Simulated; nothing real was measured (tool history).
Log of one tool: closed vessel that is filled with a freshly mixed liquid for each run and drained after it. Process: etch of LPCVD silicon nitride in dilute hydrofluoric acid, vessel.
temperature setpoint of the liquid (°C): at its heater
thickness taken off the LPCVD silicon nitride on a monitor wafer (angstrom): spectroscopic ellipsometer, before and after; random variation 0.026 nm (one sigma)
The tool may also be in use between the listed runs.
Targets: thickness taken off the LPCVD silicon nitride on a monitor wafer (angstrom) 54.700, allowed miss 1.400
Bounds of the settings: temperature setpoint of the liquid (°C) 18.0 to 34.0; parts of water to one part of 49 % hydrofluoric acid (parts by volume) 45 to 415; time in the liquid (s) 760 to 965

run	day	temperature setpoint of the liquid (°C)	parts of water to one part of 49 % hydrofluoric acid (parts by volume)	time in the liquid (s)	thickness taken off the LPCVD silicon nitride on a monitor wafer (angstrom)
1	0.000	26.0	230	965	24.850
2	0.050	23.0	230	965	20.776
3	0.179	25.5	215	965	25.826
4	0.412	27.5	200	965	31.630
5	0.462	27.5	200	760	24.734
6	0.512	25.5	200	760	21.983
7	0.533	27.5	175	760	28.223
8	0.612	29.0	160	760	34.188
9	0.733	30.0	150	760	38.970
10	1.012	31.0	145	760	42.906
11	1.108	31.5	145	760	43.796
12	1.271	32.0	140	760	47.348
13	1.575	32.5	140	760	48.177
14	1.858	33.0	140	760	50.085

Which of these 4 next moves meets every target?
A	2.142	34.0	190	910	?
B	2.142	29.5	145	890	?
C	2.142	34.0	190	885	?
D	2.142	32.5	150	920	?

move	thickness taken off the LPCVD silicon nitride on a monitor wafer (angstrom)
A	46.015
B	45.370
C	44.751
D	54.363
A: further off than the last run
B: further off than the last run
C: further off than the last run
D: meets every target
Answer: D
